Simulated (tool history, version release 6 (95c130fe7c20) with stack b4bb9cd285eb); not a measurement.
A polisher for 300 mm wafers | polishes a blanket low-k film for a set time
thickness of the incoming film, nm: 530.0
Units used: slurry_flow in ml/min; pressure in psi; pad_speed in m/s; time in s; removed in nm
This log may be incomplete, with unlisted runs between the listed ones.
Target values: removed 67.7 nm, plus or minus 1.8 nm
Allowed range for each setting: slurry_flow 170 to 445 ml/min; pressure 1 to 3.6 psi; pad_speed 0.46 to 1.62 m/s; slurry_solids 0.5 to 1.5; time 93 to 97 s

| run | hour | slurry_flow | pressure | pad_speed | slurry_solids | time | removed |
|---|---|---|---|---|---|---|---|
| 1 | 0 | 285 | 2.3 | 1.04 | 1 | 93 | 50.957 |
| 2 | 5 | 290 | 2.5 | 1.04 | 1 | 93 | 54.812 |
| 3 | 5.8 | 290 | 2.6 | 1.04 | 1 | 93 | 56.841 |
| 4 | 13.7 | 240 | 2.6 | 1.04 | 1 | 93 | 55.492 |
| 5 | 18.1 | 240 | 2.6 | 1.04 | 1 | 93 | 55.415 |
| 6 | 24.1 | 240 | 2.3 | 1.04 | 1 | 93 | 50.017 |
| 7 | 29.1 | 250 | 2.5 | 1.04 | 1 | 93 | 54.303 |
| 8 | 32.4 | 255 | 2.7 | 1.04 | 1 | 93 | 57.699 |
| 9 | 40 | 265 | 2.8 | 1.04 | 1 | 93 | 59.901 |
| 10 | 43.2 | 270 | 2.9 | 1.04 | 1 | 93 | 62.083 |
| 11 | 49.1 | 275 | 3 | 1.04 | 1 | 93 | 63.805 |
| 12 | 55 | 280 | 3 | 1.04 | 1 | 93 | 63.826 |

Next run, 5 choices. One meets every target within its allowed miss, the rest don't. Which?
| A | 60.9 | 315 | 2.8 | 1.06 | 1.25 | 97 | ? |
| B | 60.9 | 250 | 2.5 | 1.3 | 1 | 93 | ? |
| C | 60.9 | 260 | 3.1 | 1.06 | 0.95 | 96 | ? |
| D | 60.9 | 390 | 2.5 | 1.24 | 0.9 | 96 | ? |
| E | 60.9 | 290 | 3.2 | 1.06 | 0.95 | 96 | ? |

| move | removed |
|---|---|
| A | 70.078 |
| B | 63.96 |
| C | 67.188 |
| D | 63.511 |
| E | 69.917 |
A: moves the result that the last run missed by most past its target, out the other side
B: no nearer and no further than the last run
C: meets every target
D: misses by more than the last run did
E: moves the result that the last run missed by most past its target, out the other side
The move that meets every target is C.
